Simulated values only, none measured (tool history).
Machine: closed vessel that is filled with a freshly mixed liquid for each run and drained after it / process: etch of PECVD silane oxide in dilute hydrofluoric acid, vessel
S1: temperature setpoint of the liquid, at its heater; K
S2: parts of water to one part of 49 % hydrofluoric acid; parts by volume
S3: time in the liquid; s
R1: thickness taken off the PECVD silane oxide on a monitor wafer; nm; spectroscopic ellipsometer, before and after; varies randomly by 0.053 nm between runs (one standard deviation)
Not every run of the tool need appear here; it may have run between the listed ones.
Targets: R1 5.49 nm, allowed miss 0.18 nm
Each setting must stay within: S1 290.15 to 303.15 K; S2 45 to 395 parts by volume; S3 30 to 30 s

run,hour,S1,S2,S3,R1
1,0,295.15,220,30,2.4527
2,4.8,295.15,220,30,2.4344
3,6.7,297.65,190,30,3.1888
4,11.6,297.65,190,30,3.207
5,15.5,299.15,170,30,3.8761
6,24.4,299.15,170,30,3.8902
7,28,300.15,160,30,4.339
8,29.6,301.15,155,30,4.7309

Exercise: of the 5 proposed moves below, exactly one satisfies all targets within the stated allowed misses. Which move is it?
A,31.2,301.65,145,30,?
B,31.2,295.15,120,30,?
C,31.2,301.15,135,30,?
D,31.2,301.15,125,30,?
E,31.2,301.15,145,30,?

move,R1
A,5.1212
B,4.9743
C,5.4694
D,5.9836
E,5.028
A: an improvement on the last run, though not all results are within tolerance
B: an improvement on the last run, though not all results are within tolerance
C: every result within its allowed miss
D: takes the result that was furthest off past its target
E: an improvement on the last run, though not all results are within tolerance
Answer: C

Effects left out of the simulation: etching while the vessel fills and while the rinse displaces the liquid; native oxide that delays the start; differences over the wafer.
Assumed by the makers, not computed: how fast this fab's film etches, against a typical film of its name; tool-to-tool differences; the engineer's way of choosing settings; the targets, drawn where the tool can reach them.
